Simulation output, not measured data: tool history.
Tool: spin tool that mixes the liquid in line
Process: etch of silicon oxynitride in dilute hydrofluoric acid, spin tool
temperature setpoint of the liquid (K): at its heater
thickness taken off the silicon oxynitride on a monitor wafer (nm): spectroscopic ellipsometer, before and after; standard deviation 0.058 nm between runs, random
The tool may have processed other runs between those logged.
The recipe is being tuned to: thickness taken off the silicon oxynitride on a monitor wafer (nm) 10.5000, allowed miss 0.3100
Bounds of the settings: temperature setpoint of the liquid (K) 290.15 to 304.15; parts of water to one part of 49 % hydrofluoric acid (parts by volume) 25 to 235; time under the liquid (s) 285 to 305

run	day	temperature setpoint of the liquid (K)	parts of water to one part of 49 % hydrofluoric acid (parts by volume)	time under the liquid (s)	thickness taken off the silicon oxynitride on a monitor wafer (nm)
1	0.000	296.15	130	285	7.5402
2	0.233	297.15	130	285	7.9449
3	0.467	298.15	130	285	8.3014
4	0.525	295.15	130	285	7.2447
5	0.642	295.15	130	285	7.2620
6	0.775	295.15	130	305	7.7701
7	0.967	295.15	130	305	7.7041
8	1.258	296.15	130	305	8.1362
9	1.417	297.15	130	305	8.4941
10	1.692	297.65	130	305	8.6792
11	1.725	297.65	130	305	8.6872
12	1.883	298.15	130	305	8.9372
13	1.933	298.65	130	305	9.0562
14	1.996	299.15	130	305	9.3874
15	2.350	299.65	130	305	9.5098
16	2.554	300.15	130	305	9.7279

Exactly one of the 4 candidate moves below puts every result within its allowed miss. Which one?
A	2.758	300.15	130	295	?
B	2.758	301.65	130	305	?
C	2.758	298.15	125	305	?
D	2.758	300.15	135	305	?

move	thickness taken off the silicon oxynitride on a monitor wafer (nm)
A	9.4588
B	10.4590
C	9.3240
D	9.3754
A: lands further from the targets than the last run did
B: meets every target
C: lands further from the targets than the last run did
D: lands further from the targets than the last run did
The right move is B.

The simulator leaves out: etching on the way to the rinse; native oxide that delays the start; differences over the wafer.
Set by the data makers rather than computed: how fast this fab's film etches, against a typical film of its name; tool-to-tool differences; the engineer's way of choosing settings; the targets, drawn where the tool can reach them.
